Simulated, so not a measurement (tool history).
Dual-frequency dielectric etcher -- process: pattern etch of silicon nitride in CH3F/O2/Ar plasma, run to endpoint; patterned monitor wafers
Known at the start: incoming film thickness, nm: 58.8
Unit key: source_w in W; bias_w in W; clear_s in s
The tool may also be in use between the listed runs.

Run 1, hour 0.0: source_w 330 W, bias_w 75 W. Result: clear_s 93.880 s.
Run 2, hour 5.3: source_w 300 W, bias_w 75 W. Result: clear_s 94.357 s.
Run 3, hour 13.8: source_w 290 W, bias_w 71 W. Result: clear_s 96.725 s.
Run 4, hour 15.6: source_w 250 W, bias_w 71 W. Result: clear_s 99.856 s.
Run 5, hour 17.8: source_w 210 W, bias_w 71 W. Result: clear_s 103.480 s.
Run 6, hour 23.3: source_w 210 W, bias_w 70 W. Result: clear_s 101.420 s.
Run 7, hour 27.4: source_w 200 W, bias_w 56 W. Result: clear_s 111.600 s.
Run 8, hour 28.3: source_w 200 W, bias_w 57 W. Result: clear_s 110.900 s.

Run 9, settings as shown, results not yet in. Your forecast:
Run 9, hour 35.6: source_w 200 W, bias_w 58 W. Result: clear_s ?.

clear_s: 112.060 s
